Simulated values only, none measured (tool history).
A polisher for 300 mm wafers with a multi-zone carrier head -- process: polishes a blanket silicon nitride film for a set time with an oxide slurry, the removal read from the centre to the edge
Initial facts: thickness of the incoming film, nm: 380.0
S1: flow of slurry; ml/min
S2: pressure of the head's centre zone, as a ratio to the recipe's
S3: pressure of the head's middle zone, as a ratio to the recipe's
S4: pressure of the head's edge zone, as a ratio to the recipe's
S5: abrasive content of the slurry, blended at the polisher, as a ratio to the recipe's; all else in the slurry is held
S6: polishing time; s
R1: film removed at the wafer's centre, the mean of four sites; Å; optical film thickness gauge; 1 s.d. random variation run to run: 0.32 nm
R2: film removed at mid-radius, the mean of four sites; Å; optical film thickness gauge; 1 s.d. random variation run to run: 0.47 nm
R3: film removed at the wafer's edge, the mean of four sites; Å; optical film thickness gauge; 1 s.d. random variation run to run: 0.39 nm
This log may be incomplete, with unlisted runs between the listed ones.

{"run": 1, "hour": 0.0, "S1": 235, "S2": 1, "S3": 1, "S4": 1, "S5": 1, "S6": 80, "R1": 444.3, "R2": 421.15, "R3": 439.12}
{"run": 2, "hour": 1.1, "S1": 235, "S2": 1, "S3": 1, "S4": 1, "S5": 1, "S6": 90, "R1": 504.11, "R2": 484.2, "R3": 499.84}
{"run": 3, "hour": 4.1, "S1": 240, "S2": 1.01, "S3": 1, "S4": 0.96, "S5": 0.85, "S6": 85, "R1": 444.36, "R2": 419.73, "R3": 424.24}
{"run": 4, "hour": 12.0, "S1": 240, "S2": 1.01, "S3": 1, "S4": 0.96, "S5": 0.85, "S6": 73, "R1": 383.59, "R2": 367.69, "R3": 364.47}
{"hour": 18.1, "done": "centre zone pressure recalibrated"}
{"run": 5, "hour": 18.1, "S1": 240, "S2": 1.01, "S3": 1, "S4": 0.96, "S5": 1, "S6": 73, "R1": 396.89, "R2": 390.45, "R3": 387.99}
{"run": 6, "hour": 19.5, "S1": 240, "S2": 1.01, "S3": 1, "S4": 0.96, "S5": 1.15, "S6": 73, "R1": 422.97, "R2": 419.3, "R3": 414.94}
{"run": 7, "hour": 21.1, "S1": 240, "S2": 1.02, "S3": 0.99, "S4": 0.93, "S5": 1, "S6": 73, "R1": 404.69, "R2": 382.53, "R3": 390.11}
{"run": 8, "hour": 26.7, "S1": 245, "S2": 1.03, "S3": 1, "S4": 0.92, "S5": 0.85, "S6": 73, "R1": 376.32, "R2": 369.81, "R3": 358.14}
{"run": 9, "hour": 35.3, "S1": 230, "S2": 1.09, "S3": 0.92, "S4": 0.82, "S5": 0.65, "S6": 72, "R1": 333.06, "R2": 286.59, "R3": 281.59}

Run 10 comes next. What will it give?
{"run": 10, "hour": 40.9, "S1": 245, "S2": 1.09, "S3": 0.94, "S4": 0.84, "S5": 0.65, "S6": 72, "R1": "?", "R2": "?", "R3": "?"}

R1: 333.89 Å
R2: 291.17 Å
R3: 289.54 Å

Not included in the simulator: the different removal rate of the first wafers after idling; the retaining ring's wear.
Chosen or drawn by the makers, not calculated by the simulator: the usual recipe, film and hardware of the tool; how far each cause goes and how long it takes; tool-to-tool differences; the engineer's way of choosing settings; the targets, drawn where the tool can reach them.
